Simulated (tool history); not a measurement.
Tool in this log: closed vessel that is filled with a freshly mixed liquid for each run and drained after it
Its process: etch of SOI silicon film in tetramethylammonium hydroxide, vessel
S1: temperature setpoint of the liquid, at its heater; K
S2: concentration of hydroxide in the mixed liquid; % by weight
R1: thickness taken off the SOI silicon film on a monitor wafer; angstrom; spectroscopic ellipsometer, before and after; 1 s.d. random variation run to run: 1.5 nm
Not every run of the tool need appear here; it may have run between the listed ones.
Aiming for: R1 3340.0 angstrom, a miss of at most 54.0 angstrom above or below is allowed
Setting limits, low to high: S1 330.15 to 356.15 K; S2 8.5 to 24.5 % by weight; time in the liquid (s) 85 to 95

{"run": 1, "hour": 0.0, "S1": 343.15, "S2": 16.5, "time in the liquid (s)": 85, "R1": 4662.2}
{"run": 2, "hour": 2.3, "S1": 341.65, "S2": 16.5, "time in the liquid (s)": 85, "R1": 4238.1}
{"run": 3, "hour": 10.0, "S1": 346.15, "S2": 16.5, "time in the liquid (s)": 85, "R1": 5524.5}
{"run": 4, "hour": 16.0, "S1": 343.65, "S2": 16.5, "time in the liquid (s)": 85, "R1": 4801.9}
{"run": 5, "hour": 18.5, "S1": 343.65, "S2": 18.0, "time in the liquid (s)": 85, "R1": 4631.3}
{"run": 6, "hour": 26.6, "S1": 343.65, "S2": 21.5, "time in the liquid (s)": 85, "R1": 4243.9}
{"run": 7, "hour": 33.7, "S1": 342.65, "S2": 21.5, "time in the liquid (s)": 85, "R1": 4000.4}
{"run": 8, "hour": 40.2, "S1": 341.65, "S2": 21.5, "time in the liquid (s)": 85, "R1": 3782.5}
{"run": 9, "hour": 42.9, "S1": 341.15, "S2": 21.5, "time in the liquid (s)": 85, "R1": 3677.5}
{"run": 10, "hour": 51.1, "S1": 340.65, "S2": 21.5, "time in the liquid (s)": 85, "R1": 3588.5}
{"run": 11, "hour": 55.0, "S1": 340.15, "S2": 21.5, "time in the liquid (s)": 85, "R1": 3450.4}

Which of these 4 next moves meets every target?
{"run": "A", "hour": 58.9, "S1": 339.15, "S2": 22.0, "time in the liquid (s)": 95, "R1": "?"}
{"run": "B", "hour": 58.9, "S1": 340.15, "S2": 20.0, "time in the liquid (s)": 85, "R1": "?"}
{"run": "C", "hour": 58.9, "S1": 339.15, "S2": 20.5, "time in the liquid (s)": 85, "R1": "?"}
{"run": "D", "hour": 58.9, "S1": 340.15, "S2": 21.5, "time in the liquid (s)": 90, "R1": "?"}

move=A R1=3593.3
move=B R1=3582.3
move=C R1=3334.2
move=D R1=3659.1
A: further off than the last run
B: further off than the last run
C: all results in spec
D: further off than the last run
Move C is the one to make.
